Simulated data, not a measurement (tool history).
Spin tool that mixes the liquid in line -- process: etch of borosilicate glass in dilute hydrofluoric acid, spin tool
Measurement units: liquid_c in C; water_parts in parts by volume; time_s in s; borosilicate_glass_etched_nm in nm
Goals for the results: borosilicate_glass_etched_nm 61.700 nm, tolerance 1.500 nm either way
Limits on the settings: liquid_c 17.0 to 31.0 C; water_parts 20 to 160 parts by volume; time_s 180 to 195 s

Run 1, hour 0.0: liquid_c 23.0 C, water_parts 90 parts by volume, time_s 180 s. Result: borosilicate_glass_etched_nm 79.769 nm.
Run 2, hour 3.9: liquid_c 23.0 C, water_parts 90 parts by volume, time_s 195 s. Result: borosilicate_glass_etched_nm 87.551 nm.
Run 3, hour 4.6: liquid_c 20.5 C, water_parts 90 parts by volume, time_s 195 s. Result: borosilicate_glass_etched_nm 78.348 nm.
Run 4, hour 9.7: liquid_c 19.5 C, water_parts 90 parts by volume, time_s 195 s. Result: borosilicate_glass_etched_nm 74.553 nm.
Run 5, hour 13.6: liquid_c 22.5 C, water_parts 90 parts by volume, time_s 195 s. Result: borosilicate_glass_etched_nm 85.752 nm.
Run 6, hour 20.9: liquid_c 21.0 C, water_parts 90 parts by volume, time_s 195 s. Result: borosilicate_glass_etched_nm 79.785 nm.
Run 7, hour 22.4: liquid_c 20.0 C, water_parts 90 parts by volume, time_s 195 s. Result: borosilicate_glass_etched_nm 78.324 nm.
Run 8, hour 24.3: liquid_c 19.0 C, water_parts 95 parts by volume, time_s 195 s. Result: borosilicate_glass_etched_nm 69.674 nm.
Run 9, hour 30.3: liquid_c 18.5 C, water_parts 95 parts by volume, time_s 195 s. Result: borosilicate_glass_etched_nm 67.856 nm.
Run 10, hour 35.5: liquid_c 18.0 C, water_parts 95 parts by volume, time_s 195 s. Result: borosilicate_glass_etched_nm 66.714 nm.
Run 11, hour 40.9: liquid_c 18.0 C, water_parts 95 parts by volume, time_s 195 s. Result: borosilicate_glass_etched_nm 66.640 nm.

4 candidate next runs follow, results not yet known. Just one meets every target within its allowed miss. Identify it.
Run A, hour 46.3: liquid_c 17.0 C, water_parts 85 parts by volume, time_s 195 s. Result: borosilicate_glass_etched_nm ?.
Run B, hour 46.3: liquid_c 17.0 C, water_parts 80 parts by volume, time_s 180 s. Result: borosilicate_glass_etched_nm ?.
Run C, hour 46.3: liquid_c 18.5 C, water_parts 105 parts by volume, time_s 195 s. Result: borosilicate_glass_etched_nm ?.
Run D, hour 46.3: liquid_c 21.0 C, water_parts 95 parts by volume, time_s 190 s. Result: borosilicate_glass_etched_nm ?.

move  borosilicate_glass_etched_nm
   A                        71.794
   B                        70.791
   C                        60.596
   D                        73.138
A: its largest miss is bigger than the last run's
B: its largest miss is bigger than the last run's
C: in spec on every target
D: its largest miss is bigger than the last run's
Move C is the one to make.
